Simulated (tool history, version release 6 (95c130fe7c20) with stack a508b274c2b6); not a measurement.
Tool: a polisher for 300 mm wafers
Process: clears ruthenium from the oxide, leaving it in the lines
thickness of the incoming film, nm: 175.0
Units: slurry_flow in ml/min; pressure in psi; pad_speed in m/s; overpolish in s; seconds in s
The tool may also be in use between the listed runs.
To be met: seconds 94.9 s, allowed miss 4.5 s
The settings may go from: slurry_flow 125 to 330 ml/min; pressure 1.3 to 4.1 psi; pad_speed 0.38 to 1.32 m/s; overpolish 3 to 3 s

Run 1, hour 0: slurry_flow 210 ml/min, pressure 2.7 psi, pad_speed 0.84 m/s, overpolish 3 s. Result: seconds 127.88 s.
Run 2, hour 8.8: slurry_flow 210 ml/min, pressure 2.5 psi, pad_speed 0.84 m/s, overpolish 3 s. Result: seconds 139.15 s.
Run 3, hour 17.3: slurry_flow 245 ml/min, pressure 2.5 psi, pad_speed 0.84 m/s, overpolish 3 s. Result: seconds 138.99 s.
Run 4, hour 20.4: slurry_flow 245 ml/min, pressure 2.8 psi, pad_speed 0.84 m/s, overpolish 3 s. Result: seconds 121.04 s.
Run 5, hour 25.3: slurry_flow 245 ml/min, pressure 2.8 psi, pad_speed 0.84 m/s, overpolish 3 s. Result: seconds 127.45 s.
Run 6, hour 29.7: slurry_flow 245 ml/min, pressure 2.8 psi, pad_speed 0.84 m/s, overpolish 3 s. Result: seconds 125.05 s.
Run 7, hour 35.3: slurry_flow 245 ml/min, pressure 3 psi, pad_speed 0.84 m/s, overpolish 3 s. Result: seconds 116.07 s.
Run 8, hour 41.1: slurry_flow 245 ml/min, pressure 3.1 psi, pad_speed 0.84 m/s, overpolish 3 s. Result: seconds 112.58 s.
Run 9, hour 48.6: slurry_flow 245 ml/min, pressure 3.2 psi, pad_speed 0.84 m/s, overpolish 3 s. Result: seconds 109.3 s.

Which of these 4 next moves meets every target?
Run A, hour 56.1: slurry_flow 235 ml/min, pressure 3 psi, pad_speed 1.04 m/s, overpolish 3 s. Result: seconds ?.
Run B, hour 56.1: slurry_flow 240 ml/min, pressure 3.4 psi, pad_speed 0.76 m/s, overpolish 3 s. Result: seconds ?.
Run C, hour 56.1: slurry_flow 245 ml/min, pressure 2.4 psi, pad_speed 0.92 m/s, overpolish 3 s. Result: seconds ?.
Run D, hour 56.1: slurry_flow 260 ml/min, pressure 3.3 psi, pad_speed 0.64 m/s, overpolish 3 s. Result: seconds ?.

move  seconds
   A   93.084
   B   111.55
   C   129.78
   D   134.66
A: meets every target
B: further off than the last run
C: further off than the last run
D: further off than the last run
The right move is A.
